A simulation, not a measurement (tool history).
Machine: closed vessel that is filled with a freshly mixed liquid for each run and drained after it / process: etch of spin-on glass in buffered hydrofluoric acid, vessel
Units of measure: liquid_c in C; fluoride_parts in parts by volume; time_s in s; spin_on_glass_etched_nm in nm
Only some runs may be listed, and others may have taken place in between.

Run 1, hour 0: liquid_c 20 C, fluoride_parts 7.5 parts by volume, time_s 85 s. Result: spin_on_glass_etched_nm 362.4 nm.
Run 2, hour 7: liquid_c 22.5 C, fluoride_parts 7.5 parts by volume, time_s 85 s. Result: spin_on_glass_etched_nm 420.88 nm.
Run 3, hour 12: liquid_c 22.5 C, fluoride_parts 7.5 parts by volume, time_s 95 s. Result: spin_on_glass_etched_nm 467.78 nm.
Run 4, hour 13.1: liquid_c 24 C, fluoride_parts 7.5 parts by volume, time_s 95 s. Result: spin_on_glass_etched_nm 510.47 nm.
Run 5, hour 19.6: liquid_c 25 C, fluoride_parts 7.5 parts by volume, time_s 95 s. Result: spin_on_glass_etched_nm 534.57 nm.
At hour 23.5: thermometer replaced.
Run 6, hour 23.5: liquid_c 25 C, fluoride_parts 9 parts by volume, time_s 95 s. Result: spin_on_glass_etched_nm 489.8 nm.

Run 7 comes next. What will it give?
Run 7, hour 28.4: liquid_c 26 C, fluoride_parts 8.5 parts by volume, time_s 95 s. Result: spin_on_glass_etched_nm ?.

spin_on_glass_etched_nm: 551.92 nm
